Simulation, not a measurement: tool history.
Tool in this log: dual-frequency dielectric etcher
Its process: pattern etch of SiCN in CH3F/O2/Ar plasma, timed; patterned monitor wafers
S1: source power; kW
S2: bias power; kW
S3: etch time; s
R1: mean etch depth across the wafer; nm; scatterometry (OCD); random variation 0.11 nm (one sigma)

run	day	S1	S2	S3	R1
1	0	0.33	0.097	89	34.06
2	0.033	0.38	0.097	89	35.952
3	0.258	0.38	0.106	89	37.587
4	0.4	0.38	0.106	89	37.547
5	0.517	0.33	0.106	89	35.686
6	0.692	0.34	0.107	89	36.334

Run 7 has not been measured yet. What should we expect?
7	0.808	0.34	0.107	89	?

Logged for run 7: R1 36.435 nm.

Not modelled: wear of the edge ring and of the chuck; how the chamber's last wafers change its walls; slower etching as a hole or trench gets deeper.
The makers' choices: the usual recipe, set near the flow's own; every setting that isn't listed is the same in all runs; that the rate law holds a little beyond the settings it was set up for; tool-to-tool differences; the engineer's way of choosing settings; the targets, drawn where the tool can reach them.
